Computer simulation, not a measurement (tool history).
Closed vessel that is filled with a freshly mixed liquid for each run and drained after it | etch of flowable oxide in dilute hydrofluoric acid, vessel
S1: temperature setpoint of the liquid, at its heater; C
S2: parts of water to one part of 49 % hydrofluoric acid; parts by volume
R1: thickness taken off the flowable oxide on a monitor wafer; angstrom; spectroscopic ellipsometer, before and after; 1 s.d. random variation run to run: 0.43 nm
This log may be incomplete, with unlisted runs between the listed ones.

Run 1, hour 0: S1 24 C, S2 115 parts by volume, time in the liquid (s) 95. Result: R1 230 angstrom.
Run 2, hour 8.7: S1 27 C, S2 115 parts by volume, time in the liquid (s) 95. Result: R1 256.76 angstrom.
Run 3, hour 13: S1 27 C, S2 75 parts by volume, time in the liquid (s) 95. Result: R1 416.27 angstrom.
Run 4, hour 18.6: S1 27 C, S2 90 parts by volume, time in the liquid (s) 95. Result: R1 339.41 angstrom.
Run 5, hour 22.1: S1 28.5 C, S2 75 parts by volume, time in the liquid (s) 95. Result: R1 441.93 angstrom.
Run 6, hour 27.8: S1 27 C, S2 75 parts by volume, time in the liquid (s) 95. Result: R1 414.97 angstrom.
Run 7, hour 33.1: S1 28.5 C, S2 65 parts by volume, time in the liquid (s) 95. Result: R1 516.95 angstrom.
Run 8, hour 40.7: S1 28.5 C, S2 65 parts by volume, time in the liquid (s) 95. Result: R1 517.26 angstrom.
Run 9, hour 47.2: S1 29.5 C, S2 60 parts by volume, time in the liquid (s) 95. Result: R1 587.88 angstrom.
Run 10, hour 48.1: S1 30 C, S2 60 parts by volume, time in the liquid (s) 95. Result: R1 602.6 angstrom.

Estimate the outcome of run 11 from the log above:
Run 11, hour 55.8: S1 30.5 C, S2 60 parts by volume, time in the liquid (s) 95. Result: R1 ?.

{"run 11": {"R1": 614.4}}

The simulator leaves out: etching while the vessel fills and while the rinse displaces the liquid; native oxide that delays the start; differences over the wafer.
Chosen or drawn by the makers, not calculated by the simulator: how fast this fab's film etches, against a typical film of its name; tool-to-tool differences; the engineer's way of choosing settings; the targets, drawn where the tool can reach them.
